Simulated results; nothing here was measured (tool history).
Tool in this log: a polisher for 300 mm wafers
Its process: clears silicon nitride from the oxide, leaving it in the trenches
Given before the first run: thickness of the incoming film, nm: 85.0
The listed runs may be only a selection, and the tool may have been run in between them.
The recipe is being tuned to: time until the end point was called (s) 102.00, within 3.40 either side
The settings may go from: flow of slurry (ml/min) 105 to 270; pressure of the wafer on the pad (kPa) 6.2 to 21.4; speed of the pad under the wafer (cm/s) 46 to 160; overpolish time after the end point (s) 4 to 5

run,hour,flow of slurry (ml/min),pressure of the wafer on the pad (kPa),speed of the pad under the wafer (cm/s),overpolish time after the end point (s),time until the end point was called (s)
1,0.0,175,13.8,102,5,156.43
2,8.4,180,15.9,102,5,142.72
3,13.4,180,15.9,102,4,143.64
4,16.2,180,17.9,104,4,128.03
5,20.4,180,19.3,106,4,122.28
6,21.6,215,19.3,106,4,121.97
7,27.1,215,20.0,110,4,111.91
8,30.0,215,20.7,112,4,109.84
9,31.9,215,20.7,114,4,108.95

5 candidate next runs follow, results not yet known. Just one meets every target within its allowed miss. Identify it.
A,33.8,210,19.3,114,5,?
B,33.8,240,19.3,126,5,?
C,33.8,200,20.7,108,4,?
D,33.8,190,20.7,110,4,?
E,33.8,225,21.4,106,5,?

move,time until the end point was called (s)
A,111.37
B,100.87
C,111.59
D,110.54
E,109.30
A: moves away from the targets compared with the last run
B: meets every target
C: moves away from the targets compared with the last run
D: moves away from the targets compared with the last run
E: moves away from the targets compared with the last run
Go with B: it meets all targets.
